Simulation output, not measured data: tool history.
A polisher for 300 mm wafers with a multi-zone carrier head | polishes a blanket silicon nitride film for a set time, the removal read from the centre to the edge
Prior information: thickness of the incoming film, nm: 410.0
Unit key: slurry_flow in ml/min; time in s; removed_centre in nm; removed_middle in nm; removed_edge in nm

Run 1, hour 0.0: slurry_flow 260 ml/min, centre_zone 1.00, middle_zone 1.00, edge_zone 1.00, time 34 s. Result: removed_centre 71.768 nm, removed_middle 73.229 nm, removed_edge 71.349 nm.
Run 2, hour 3.3: slurry_flow 260 ml/min, centre_zone 1.00, middle_zone 1.00, edge_zone 0.93, time 34 s. Result: removed_centre 72.038 nm, removed_middle 71.913 nm, removed_edge 69.385 nm.
Run 3, hour 8.2: slurry_flow 260 ml/min, centre_zone 0.99, middle_zone 0.99, edge_zone 0.93, time 33 s. Result: removed_centre 69.016 nm, removed_middle 70.869 nm, removed_edge 67.091 nm.
Run 4, hour 17.2: slurry_flow 255 ml/min, centre_zone 0.98, middle_zone 0.97, edge_zone 0.93, time 32 s. Result: removed_centre 67.798 nm, removed_middle 67.240 nm, removed_edge 66.540 nm.
Run 5, hour 22.2: slurry_flow 255 ml/min, centre_zone 0.95, middle_zone 0.97, edge_zone 0.93, time 32 s. Result: removed_centre 66.829 nm, removed_middle 66.719 nm, removed_edge 67.472 nm.
Run 6, hour 28.7: slurry_flow 255 ml/min, centre_zone 0.95, middle_zone 0.97, edge_zone 0.89, time 32 s. Result: removed_centre 67.002 nm, removed_middle 67.092 nm, removed_edge 66.180 nm.
Run 7, hour 32.7: slurry_flow 255 ml/min, centre_zone 0.94, middle_zone 0.97, edge_zone 0.89, time 31 s. Result: removed_centre 62.003 nm, removed_middle 65.587 nm, removed_edge 63.501 nm.

For run 8, what comes out?
Run 8, hour 39.4: slurry_flow 240 ml/min, centre_zone 0.89, middle_zone 0.87, edge_zone 0.85, time 21 s. Result: removed_centre ?, removed_middle ?, removed_edge ?.

{"run 8": {"removed_centre": 40.321, "removed_middle": 40.984, "removed_edge": 43.001}}

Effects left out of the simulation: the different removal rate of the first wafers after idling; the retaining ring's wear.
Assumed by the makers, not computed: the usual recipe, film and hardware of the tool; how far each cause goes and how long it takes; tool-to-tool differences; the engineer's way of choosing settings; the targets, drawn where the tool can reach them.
